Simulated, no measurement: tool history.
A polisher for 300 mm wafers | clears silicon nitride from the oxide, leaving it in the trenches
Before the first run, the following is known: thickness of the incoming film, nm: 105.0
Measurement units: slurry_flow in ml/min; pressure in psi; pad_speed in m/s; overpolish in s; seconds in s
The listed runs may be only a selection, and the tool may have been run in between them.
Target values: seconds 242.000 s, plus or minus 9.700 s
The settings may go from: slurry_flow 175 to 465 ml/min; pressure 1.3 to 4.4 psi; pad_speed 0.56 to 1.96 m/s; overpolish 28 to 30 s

run    day  slurry_flow  pressure  pad_speed  overpolish  seconds
  1  0.000          295       2.8       1.26          28   98.902
  2  0.192          295       2.8       1.02          28  118.060
  3  0.467          295       2.8       1.02          28  120.860
  4  0.671          295       2.6       1.00          28  131.860
  5  0.971          295       2.6       1.00          30  131.890
  6  1.275          295       2.5       0.98          30  143.160
  7  1.425          295       2.4       0.98          30  146.000
  8  1.650          295       2.3       0.96          30  155.900
     1.688  -- head pressure recalibrated
  9  1.688          295       2.3       0.96          30  148.940
 10  1.800          295       2.2       0.94          30  156.100
 11  2.071          295       2.1       0.92          30  168.050
 12  2.267          295       2.0       0.90          30  179.940
 13  2.550          295       1.9       0.90          30  186.660
 14  2.617          295       1.8       0.90          30  196.510
 15  2.646          295       1.7       0.90          30  211.790

Exercise: of the 5 proposed moves below, exactly one satisfies all targets within the stated allowed misses. Which move is it?
  A  2.675          275       1.9       0.90          30        ?
  B  2.675          395       1.6       0.88          28        ?
  C  2.675          330       1.3       1.00          30        ?
  D  2.675          320       1.8       0.88          30        ?
  E  2.675          315       1.7       1.02          28        ?

move  seconds
   A  187.910
   B  220.780
   C  240.240
   D  200.030
   E  183.500
A: further off than the last run
B: nearer the targets than the last run, but a result is still out of spec
C: meets every target
D: further off than the last run
E: further off than the last run
C is the move that brings every result within its allowed miss.
